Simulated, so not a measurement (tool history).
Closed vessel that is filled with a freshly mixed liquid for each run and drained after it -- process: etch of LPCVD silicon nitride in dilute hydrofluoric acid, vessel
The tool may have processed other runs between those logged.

run	day	temperature setpoint of the liquid (C)	parts of water to one part of 49 % hydrofluoric acid (parts by volume)	time in the liquid (s)	thickness taken off the LPCVD silicon nitride on a monitor wafer (angstrom)
1	0	23	135	565	17.703
2	0.138	22	145	565	15.446
3	0.288	19.5	145	565	13.105
4	0.646	19.5	95	565	19.786
5	0.717	19.5	95	360	12.58
6	0.875	19.5	95	565	19.708
7	1.079	19	110	565	16.48
8	1.404	18.5	125	565	14.167

Predict the results of run 9:
9	1.688	18	135	565	?

thickness taken off the LPCVD silicon nitride on a monitor wafer (angstrom): 12.59
